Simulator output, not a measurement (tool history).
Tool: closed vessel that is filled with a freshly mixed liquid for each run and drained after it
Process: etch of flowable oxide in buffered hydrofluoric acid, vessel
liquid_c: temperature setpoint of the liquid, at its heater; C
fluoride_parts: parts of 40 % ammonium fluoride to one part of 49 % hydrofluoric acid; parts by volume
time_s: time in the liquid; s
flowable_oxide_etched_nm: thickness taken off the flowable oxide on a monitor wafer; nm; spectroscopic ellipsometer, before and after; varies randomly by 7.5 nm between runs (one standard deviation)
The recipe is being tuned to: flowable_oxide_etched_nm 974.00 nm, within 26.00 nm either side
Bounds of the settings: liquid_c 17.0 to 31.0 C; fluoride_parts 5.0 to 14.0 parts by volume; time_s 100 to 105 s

{"run": 1, "hour": 0.0, "liquid_c": 23.0, "fluoride_parts": 8.5, "time_s": 100, "flowable_oxide_etched_nm": 556.4}
{"run": 2, "hour": 8.0, "liquid_c": 26.5, "fluoride_parts": 8.5, "time_s": 100, "flowable_oxide_etched_nm": 672.58}
{"run": 3, "hour": 15.6, "liquid_c": 25.0, "fluoride_parts": 8.5, "time_s": 100, "flowable_oxide_etched_nm": 622.73}
{"run": 4, "hour": 18.4, "liquid_c": 25.0, "fluoride_parts": 8.5, "time_s": 100, "flowable_oxide_etched_nm": 619.09}
{"run": 5, "hour": 27.4, "liquid_c": 26.5, "fluoride_parts": 8.0, "time_s": 100, "flowable_oxide_etched_nm": 724.66}
{"run": 6, "hour": 30.5, "liquid_c": 25.0, "fluoride_parts": 8.0, "time_s": 100, "flowable_oxide_etched_nm": 663.59}
{"run": 7, "hour": 31.5, "liquid_c": 26.5, "fluoride_parts": 8.0, "time_s": 100, "flowable_oxide_etched_nm": 735.7}
{"run": 8, "hour": 38.9, "liquid_c": 27.5, "fluoride_parts": 8.0, "time_s": 100, "flowable_oxide_etched_nm": 755.61}
{"run": 9, "hour": 41.1, "liquid_c": 31.0, "fluoride_parts": 7.0, "time_s": 100, "flowable_oxide_etched_nm": 1042.3}
{"run": 10, "hour": 46.9, "liquid_c": 31.0, "fluoride_parts": 7.0, "time_s": 100, "flowable_oxide_etched_nm": 1065.2}

Of the 5 settings listed for the next run, only one would bring every result within its allowed miss of target. Which one?
{"run": "A", "hour": 52.7, "liquid_c": 26.5, "fluoride_parts": 5.5, "time_s": 100, "flowable_oxide_etched_nm": "?"}
{"run": "B", "hour": 52.7, "liquid_c": 30.5, "fluoride_parts": 6.0, "time_s": 100, "flowable_oxide_etched_nm": "?"}
{"run": "C", "hour": 52.7, "liquid_c": 31.0, "fluoride_parts": 7.0, "time_s": 105, "flowable_oxide_etched_nm": "?"}
{"run": "D", "hour": 52.7, "liquid_c": 30.5, "fluoride_parts": 7.0, "time_s": 100, "flowable_oxide_etched_nm": "?"}
{"run": "E", "hour": 52.7, "liquid_c": 31.0, "fluoride_parts": 7.5, "time_s": 100, "flowable_oxide_etched_nm": "?"}

move=A flowable_oxide_etched_nm=1026.00
move=B flowable_oxide_etched_nm=1177.50
move=C flowable_oxide_etched_nm=1110.60
move=D flowable_oxide_etched_nm=1030.50
move=E flowable_oxide_etched_nm=981.92
A: moves toward the targets from the last run without getting all of them in spec
B: its largest miss is bigger than the last run's
C: its largest miss is bigger than the last run's
D: moves toward the targets from the last run without getting all of them in spec
E: meets every target
E meets every target.
